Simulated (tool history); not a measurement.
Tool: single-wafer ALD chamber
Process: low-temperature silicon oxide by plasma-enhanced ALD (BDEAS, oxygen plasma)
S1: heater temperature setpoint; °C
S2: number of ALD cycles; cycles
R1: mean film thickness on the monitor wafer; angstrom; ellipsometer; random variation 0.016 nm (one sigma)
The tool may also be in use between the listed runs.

Run 1, hour 0.0: S1 105 °C, S2 40 cycles. Result: R1 53.344 angstrom.
Run 2, hour 6.1: S1 101 °C, S2 40 cycles. Result: R1 53.819 angstrom.
Run 3, hour 8.9: S1 91 °C, S2 40 cycles. Result: R1 55.237 angstrom.
Run 4, hour 16.7: S1 91 °C, S2 37 cycles. Result: R1 51.436 angstrom.
Run 5, hour 20.4: S1 91 °C, S2 40 cycles. Result: R1 55.727 angstrom.
Run 6, hour 26.6: S1 87 °C, S2 40 cycles. Result: R1 56.475 angstrom.
Run 7, hour 35.6: S1 93 °C, S2 39 cycles. Result: R1 53.679 angstrom.
At hour 44.4: thermocouple changed; heater temperature recalibrated.
Run 8, hour 44.4: S1 97 °C, S2 38 cycles. Result: R1 51.862 angstrom.
Run 9, hour 48.4: S1 97 °C, S2 38 cycles. Result: R1 51.811 angstrom.
Run 10, hour 56.8: S1 101 °C, S2 37 cycles. Result: R1 49.780 angstrom.
Run 11, hour 63.6: S1 104 °C, S2 36 cycles. Result: R1 48.082 angstrom.
Run 12, hour 69.7: S1 107 °C, S2 36 cycles. Result: R1 48.094 angstrom.
Run 13, hour 74.4: S1 107 °C, S2 36 cycles. Result: R1 47.752 angstrom.
Run 14, hour 80.6: S1 110 °C, S2 36 cycles. Result: R1 47.514 angstrom.
Run 15, hour 89.4: S1 112 °C, S2 36 cycles. Result: R1 47.375 angstrom.

The next listed run, before its measurement:
Run 16, hour 90.2: S1 117 °C, S2 32 cycles. Result: R1 ?.

Run 16 gave R1 41.821 angstrom.

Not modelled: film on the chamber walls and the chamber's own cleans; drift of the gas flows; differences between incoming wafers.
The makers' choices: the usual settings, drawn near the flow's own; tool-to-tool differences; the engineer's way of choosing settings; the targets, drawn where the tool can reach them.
